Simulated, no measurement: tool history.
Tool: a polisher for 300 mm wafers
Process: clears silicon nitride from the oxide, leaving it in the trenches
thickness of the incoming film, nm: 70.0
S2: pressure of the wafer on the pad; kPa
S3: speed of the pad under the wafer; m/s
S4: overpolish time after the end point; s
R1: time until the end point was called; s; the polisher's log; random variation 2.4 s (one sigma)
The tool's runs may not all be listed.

run 1 hour=0 | flow_of_slurry_(ml/min)=315 S2=15.2 S3=1.2 S4=11 | R1=83.376
run 2 hour=7.5 | flow_of_slurry_(ml/min)=315 S2=15.2 S3=1.2 S4=8 | R1=83.079
run 3 hour=14.8 | flow_of_slurry_(ml/min)=315 S2=14.5 S3=1.2 S4=8 | R1=87.469
run 4 hour=15.6 | flow_of_slurry_(ml/min)=315 S2=13.8 S3=1.2 S4=8 | R1=90.152
run 5 hour=17 | flow_of_slurry_(ml/min)=315 S2=13.8 S3=1.1 S4=8 | R1=95.146
run 6 hour=20.2 | flow_of_slurry_(ml/min)=315 S2=13.1 S3=1.1 S4=8 | R1=101.55

The next listed run, before its measurement:
run 7 hour=22.8 | flow_of_slurry_(ml/min)=315 S2=12.4 S3=1.1 S4=8 | R1=?

R1: 112.3 s

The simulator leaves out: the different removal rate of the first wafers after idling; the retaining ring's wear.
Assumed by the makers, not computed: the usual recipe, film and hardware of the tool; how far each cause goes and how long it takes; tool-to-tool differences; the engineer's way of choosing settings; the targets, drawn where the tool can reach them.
